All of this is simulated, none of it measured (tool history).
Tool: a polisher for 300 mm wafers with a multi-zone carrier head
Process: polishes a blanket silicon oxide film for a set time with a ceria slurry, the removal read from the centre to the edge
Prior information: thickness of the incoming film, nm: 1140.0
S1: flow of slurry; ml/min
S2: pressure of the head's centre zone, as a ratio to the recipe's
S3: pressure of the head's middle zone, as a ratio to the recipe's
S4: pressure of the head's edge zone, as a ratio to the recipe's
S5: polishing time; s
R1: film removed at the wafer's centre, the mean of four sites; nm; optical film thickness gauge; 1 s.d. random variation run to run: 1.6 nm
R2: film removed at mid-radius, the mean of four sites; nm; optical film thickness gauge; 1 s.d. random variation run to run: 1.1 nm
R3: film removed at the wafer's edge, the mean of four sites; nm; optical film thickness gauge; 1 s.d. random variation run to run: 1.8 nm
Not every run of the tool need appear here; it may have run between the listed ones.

run 1 hour=0.0 | S1=130 S2=1.00 S3=1.00 S4=1.00 S5=49 | R1=176.13 R2=179.63 R3=174.84
run 2 hour=3.0 | S1=125 S2=0.98 S3=0.98 S4=0.98 S5=48 | R1=174.08 R2=170.19 R3=173.27
run 3 hour=5.6 | S1=125 S2=0.98 S3=0.98 S4=1.05 S5=48 | R1=169.22 R2=173.62 R3=174.41
run 4 hour=6.2 | S1=95 S2=0.98 S3=0.98 S4=1.05 S5=48 | R1=161.10 R2=162.90 R3=170.05
run 5 hour=12.1 | S1=95 S2=0.97 S3=0.98 S4=1.04 S5=46 | R1=153.72 R2=156.94 R3=164.28
run 6 hour=20.9 | S1=95 S2=0.97 S3=0.98 S4=1.04 S5=57 | R1=193.42 R2=192.19 R3=199.52
run 7 hour=28.6 | S1=95 S2=0.97 S3=0.98 S4=1.03 S5=53 | R1=177.33 R2=178.98 R3=187.30

Run 8 comes next. What will it give?
run 8 hour=30.1 | S1=100 S2=0.97 S3=0.98 S4=1.03 S5=50 | R1=? R2=? R3=?

{"run 8": {"R1": 169.13, "R2": 171.16, "R3": 178.16}}

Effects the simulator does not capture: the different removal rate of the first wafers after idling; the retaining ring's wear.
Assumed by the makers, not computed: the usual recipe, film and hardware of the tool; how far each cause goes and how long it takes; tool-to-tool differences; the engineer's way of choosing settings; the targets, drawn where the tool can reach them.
